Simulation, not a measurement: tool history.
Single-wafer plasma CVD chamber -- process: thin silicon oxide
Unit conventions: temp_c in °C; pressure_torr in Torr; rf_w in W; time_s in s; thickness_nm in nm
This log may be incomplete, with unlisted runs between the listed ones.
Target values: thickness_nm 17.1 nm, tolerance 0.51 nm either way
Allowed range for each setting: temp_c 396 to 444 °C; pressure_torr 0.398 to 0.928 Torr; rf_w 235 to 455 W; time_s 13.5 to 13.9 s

run	day	temp_c	pressure_torr	rf_w	time_s	thickness_nm
1	0	420	0.663	345	13.5	20.025
2	0.146	420	0.746	345	13.5	22.24
3	0.179	428	0.746	345	13.5	22.345
4	0.5	428	0.746	325	13.5	21.487
5	0.733	428	0.702	320	13.5	20.31
6	1.1	428	0.668	320	13.5	19.231
7	1.425	428	0.646	320	13.5	18.603
8	1.512	428	0.63	320	13.5	18.257
9	1.692	428	0.618	320	13.5	17.8
10	1.962	428	0.611	320	13.5	17.612

4 next moves are on the table. One of them brings every result within its allowed miss. Which?
A	2.233	418	0.568	360	13.9	?
B	2.233	416	0.616	295	13.9	?
C	2.233	430	0.585	330	13.5	?
D	2.233	427	0.565	310	13.5	?

move	thickness_nm
A	17.957
B	17.757
C	17.113
D	16.125
A: its largest miss is bigger than the last run's
B: its largest miss is bigger than the last run's
C: meets every target
D: moves the result that the last run missed by most past its target, out the other side
Answer: C
